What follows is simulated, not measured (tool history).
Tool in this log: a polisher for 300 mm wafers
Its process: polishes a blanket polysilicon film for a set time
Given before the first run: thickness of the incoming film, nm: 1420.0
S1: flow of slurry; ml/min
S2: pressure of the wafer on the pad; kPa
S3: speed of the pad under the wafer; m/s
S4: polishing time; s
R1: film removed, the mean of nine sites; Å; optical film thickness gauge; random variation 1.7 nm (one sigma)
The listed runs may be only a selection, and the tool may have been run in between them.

run 1 day=0.000 | S1=125 S2=12.4 S3=1.08 S4=18 | R1=1033.50
run 2 day=0.288 | S1=130 S2=13.1 S3=1.08 S4=18 | R1=1088.80
run 3 day=0.421 | S1=130 S2=11.0 S3=1.08 S4=18 | R1=913.61
run 4 day=0.608 | S1=130 S2=12.4 S3=1.08 S4=18 | R1=1024.30
run 5 day=0.921 | S1=130 S2=13.1 S3=1.08 S4=18 | R1=1077.00
run 6 day=1.183 | S1=130 S2=13.1 S3=0.96 S4=18 | R1=1005.20
run 7 day=1.396 | S1=130 S2=13.8 S3=0.96 S4=18 | R1=1015.10
run 8 day=1.567 | S1=130 S2=15.2 S3=0.96 S4=18 | R1=1139.10
run 9 day=1.892 | S1=130 S2=15.9 S3=0.96 S4=18 | R1=1192.80

The next listed run, before its measurement:
run 10 day=2.025 | S1=130 S2=16.5 S3=0.96 S4=18 | R1=?

{"run 10": {"R1": 1223.5}}
